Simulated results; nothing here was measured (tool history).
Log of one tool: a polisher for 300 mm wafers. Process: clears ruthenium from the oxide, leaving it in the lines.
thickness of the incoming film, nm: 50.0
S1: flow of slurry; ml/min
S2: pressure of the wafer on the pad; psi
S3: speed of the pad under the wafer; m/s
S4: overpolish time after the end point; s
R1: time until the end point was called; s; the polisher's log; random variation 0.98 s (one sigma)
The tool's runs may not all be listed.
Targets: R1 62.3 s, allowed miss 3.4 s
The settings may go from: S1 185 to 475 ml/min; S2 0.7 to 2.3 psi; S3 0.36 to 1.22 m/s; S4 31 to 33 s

run,hour,S1,S2,S3,S4,R1
1,0,305,1.5,0.78,31,93.012
2,9,305,1.5,0.78,31,94.319
3,10.2,305,1.5,0.78,33,92.638
4,17,380,1.5,0.78,33,94.532
5,20.2,380,1.5,0.78,31,94.692
6,24.7,380,1.6,0.78,31,87.464
7,26.6,380,1.7,0.78,31,81.426
8,28.8,380,1.9,0.8,31,69.809
9,34.2,380,2,0.8,31,69.017

Which of these 4 next moves meets every target?
A,39.6,455,1.9,0.76,31,?
B,39.6,450,1.9,0.9,31,?
C,39.6,375,2,1,32,?
D,39.6,335,1.9,0.84,31,?

move,R1
A,75.986
B,64.79
C,56.446
D,70.71
A: further off than the last run
B: meets every target
C: takes the result that was furthest off past its target
D: further off than the last run
The right move is B.
